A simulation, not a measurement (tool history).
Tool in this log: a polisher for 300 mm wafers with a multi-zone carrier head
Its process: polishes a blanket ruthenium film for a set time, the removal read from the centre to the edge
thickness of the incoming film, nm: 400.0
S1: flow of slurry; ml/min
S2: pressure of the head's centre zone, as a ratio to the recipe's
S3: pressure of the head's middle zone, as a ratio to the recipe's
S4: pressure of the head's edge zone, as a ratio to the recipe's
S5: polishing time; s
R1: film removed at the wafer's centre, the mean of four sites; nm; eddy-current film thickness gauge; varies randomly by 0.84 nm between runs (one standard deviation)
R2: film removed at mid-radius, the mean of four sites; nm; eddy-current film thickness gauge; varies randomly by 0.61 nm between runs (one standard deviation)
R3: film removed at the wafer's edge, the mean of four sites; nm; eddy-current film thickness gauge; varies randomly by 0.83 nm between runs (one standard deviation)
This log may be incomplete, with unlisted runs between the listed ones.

run,hour,S1,S2,S3,S4,S5,R1,R2,R3
1,0.0,125,1.00,1.00,1.00,63,82.411,80.836,78.561
2,6.8,125,1.00,1.00,0.95,63,84.221,81.505,78.439
3,13.2,120,0.99,1.00,0.95,62,79.468,79.377,76.799
4,16.2,120,0.99,1.00,0.95,68,84.849,87.669,83.527
5,18.6,145,0.99,1.00,0.95,68,92.759,91.323,83.603
6,24.1,145,0.97,1.00,0.95,66,87.137,88.524,85.028
7,29.8,140,0.97,1.01,0.94,64,84.786,85.868,79.506
8,33.0,135,0.96,1.01,0.94,63,80.589,84.647,77.511
9,34.7,130,0.95,1.00,0.94,62,79.348,81.690,77.200
10,36.6,125,0.94,1.00,0.94,61,74.624,79.428,73.617
11,39.3,120,0.93,0.99,0.94,61,73.890,78.152,73.077
12,46.7,115,0.92,0.99,0.94,61,70.913,77.628,74.773
# hour 49.6: worn pad replaced by a new one
13,49.6,115,0.92,0.99,0.93,60,75.773,80.957,75.905
14,57.5,115,0.92,1.00,0.94,59,75.902,82.164,76.477

Predict the results of run 15:
15,64.9,85,0.82,0.92,0.84,56,?,?,?

{"run 15": {"R1": 56.503, "R2": 65.868, "R3": 64.76}}
